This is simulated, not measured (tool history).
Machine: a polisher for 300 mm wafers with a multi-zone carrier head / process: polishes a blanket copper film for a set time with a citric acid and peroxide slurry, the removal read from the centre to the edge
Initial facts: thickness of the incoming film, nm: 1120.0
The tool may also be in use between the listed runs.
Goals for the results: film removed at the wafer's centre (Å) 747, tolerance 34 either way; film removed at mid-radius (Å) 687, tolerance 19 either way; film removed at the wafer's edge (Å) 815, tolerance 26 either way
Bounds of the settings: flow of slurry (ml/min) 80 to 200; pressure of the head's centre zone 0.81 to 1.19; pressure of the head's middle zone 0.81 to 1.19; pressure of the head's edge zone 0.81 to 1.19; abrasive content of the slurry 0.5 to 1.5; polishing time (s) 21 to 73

run	hour	flow of slurry (ml/min)	pressure of the head's centre zone	pressure of the head's middle zone	pressure of the head's edge zone	abrasive content of the slurry	polishing time (s)	film removed at the wafer's centre (Å)	film removed at mid-radius (Å)	film removed at the wafer's edge (Å)
1	0	130	1	1	1	1	47	1227	1201	1206.5
2	1.6	120	0.98	0.96	0.99	0.9	44	1079.7	1046.4	1073.3
3	7.6	110	0.96	0.92	1	0.8	42	972.35	917.09	993.36
4	16.4	110	0.96	0.96	1	0.8	42	967.54	947.06	1012.5
5	19.2	105	0.94	0.93	0.99	0.7	41	901.45	867.56	955.32
6	28	100	0.93	0.91	0.97	0.65	40	812.94	814.2	880.35
7	29.5	95	0.93	0.89	0.97	0.6	40	786.46	775.63	852.68
8	38.1	90	0.93	0.87	0.98	0.6	40	789.74	741.51	865.46
9	39.8	90	0.93	0.86	0.97	0.6	40	781.13	738.95	853.05
10	44.4	80	0.93	0.81	0.95	0.5	40	719.56	657.65	795.37

Of the 5 settings listed for the next run, only one would bring every result within its allowed miss of target. Which one?
A	49	95	0.92	0.87	0.93	0.55	39	?	?	?
B	49	80	1.04	0.81	1.03	0.55	38	?	?	?
C	49	80	0.9	0.81	1.01	0.5	39	?	?	?
D	49	95	0.92	0.83	0.98	0.5	39	?	?	?
E	49	80	0.95	0.81	1.01	0.55	39	?	?	?

move	film removed at the wafer's centre (Å)	film removed at mid-radius (Å)	film removed at the wafer's edge (Å)
A	769.18	733.42	818.85
B	769.15	630.43	801.56
C	688.51	638.16	803.46
D	757.93	695.43	826.89
E	730.98	647.3	815.15
A: takes the result that was furthest off past its target
B: further off than the last run
C: further off than the last run
D: every result lands within tolerance
E: further off than the last run
Go with D: it meets all targets.

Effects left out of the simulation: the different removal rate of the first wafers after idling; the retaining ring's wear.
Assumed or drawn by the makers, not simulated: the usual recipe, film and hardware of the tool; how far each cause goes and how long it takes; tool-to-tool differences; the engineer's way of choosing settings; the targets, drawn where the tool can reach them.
